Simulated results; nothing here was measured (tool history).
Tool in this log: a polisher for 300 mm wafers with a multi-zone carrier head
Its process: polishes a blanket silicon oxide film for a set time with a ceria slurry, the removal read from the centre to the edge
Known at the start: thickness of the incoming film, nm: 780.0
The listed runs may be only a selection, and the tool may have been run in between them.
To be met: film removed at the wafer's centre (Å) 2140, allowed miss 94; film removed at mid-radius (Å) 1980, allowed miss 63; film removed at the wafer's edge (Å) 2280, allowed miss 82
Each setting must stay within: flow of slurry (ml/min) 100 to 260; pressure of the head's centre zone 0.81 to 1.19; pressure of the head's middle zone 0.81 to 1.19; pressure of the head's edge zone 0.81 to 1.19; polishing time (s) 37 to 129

run,hour,flow of slurry (ml/min),pressure of the head's centre zone,pressure of the head's middle zone,pressure of the head's edge zone,polishing time (s),film removed at the wafer's centre (Å),film removed at mid-radius (Å),film removed at the wafer's edge (Å)
1,0,165,1,1,1,83,2222.2,2237,2167.1
2,3.5,140,1,1,1,83,2098,2135.2,2096.2
3,9.2,140,1,0.99,1.02,83,2069.2,2139.5,2104.5
4,14.4,140,1,0.99,0.96,83,2123.1,2117.6,2064.6
5,22.2,140,1,0.99,1.04,83,2123.3,2140.6,2101.6
6,27.4,140,0.99,0.96,1.05,84,2112.7,2106.5,2194.9
7,28.9,140,0.99,0.95,1.05,84,2155.2,2063.3,2183.7
8,36,140,0.98,0.94,1.06,84,2100,2040,2151.3

Pick the move, out of 4, that brings all results within their allowed miss; only one does.
A,43.1,100,0.94,0.91,1.12,97,?,?,?
B,43.1,180,0.95,0.9,1.14,81,?,?,?
C,43.1,170,0.89,0.93,1.03,85,?,?,?
D,43.1,165,0.85,0.95,1.12,87,?,?,?

move,film removed at the wafer's centre (Å),film removed at mid-radius (Å),film removed at the wafer's edge (Å)
A,2137.2,2096,2456.1
B,2123.3,2006.1,2292
C,2109.1,2142.4,2267.9
D,2081.7,2219.8,2410.1
A: takes the result that was furthest off past its target
B: each result inside its tolerance
C: puts the biggest miss on target and leaves a different result outside tolerance
D: takes the result that was furthest off past its target
Go with B: it meets all targets.

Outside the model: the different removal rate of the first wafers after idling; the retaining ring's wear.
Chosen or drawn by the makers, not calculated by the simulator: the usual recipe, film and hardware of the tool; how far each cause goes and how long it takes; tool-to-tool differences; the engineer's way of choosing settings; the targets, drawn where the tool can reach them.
